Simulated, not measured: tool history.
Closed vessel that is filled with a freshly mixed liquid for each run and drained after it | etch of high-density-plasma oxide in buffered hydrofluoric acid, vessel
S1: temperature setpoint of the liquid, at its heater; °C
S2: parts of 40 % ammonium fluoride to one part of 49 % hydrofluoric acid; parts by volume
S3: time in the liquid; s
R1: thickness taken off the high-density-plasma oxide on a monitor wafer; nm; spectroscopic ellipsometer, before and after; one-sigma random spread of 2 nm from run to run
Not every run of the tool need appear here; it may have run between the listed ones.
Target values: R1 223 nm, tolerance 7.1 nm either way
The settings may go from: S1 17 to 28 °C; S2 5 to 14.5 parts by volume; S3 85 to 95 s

run	day	S1	S2	S3	R1
1	0	20	9	85	111.24
2	0.317	20	10.5	85	101.88
3	0.35	20	13	85	81.382
4	0.675	20	14.5	85	73.169
5	0.954	20	14.5	85	73.441
6	1.258	17.5	14.5	85	63.96
7	1.471	19.5	12.5	85	81.836
8	1.562	21	11	85	101.68
9	1.667	22.5	10	85	120.9
10	2.029	23.5	9	85	135.2
11	2.25	24.5	8.5	85	155.52
12	2.442	25	8	85	168.71
13	2.65	25.5	8	85	174.4
14	2.708	26	8	85	177.33
15	3.054	26.5	7.5	85	195.62
16	3.158	27	7.5	85	202.08
17	3.362	27.5	7.5	85	206.19

Exactly one of the 4 candidate moves below puts every result within its allowed miss. Which one?
A	3.567	28	8.5	90	?
B	3.567	28	8.5	85	?
C	3.567	28	7.5	90	?
D	3.567	23	6	85	?

move	R1
A	197.78
B	186.79
C	226.45
D	201.1
A: misses by more than the last run did
B: misses by more than the last run did
C: hits every target within its allowed miss
D: misses by more than the last run did
Move C is the one to make.
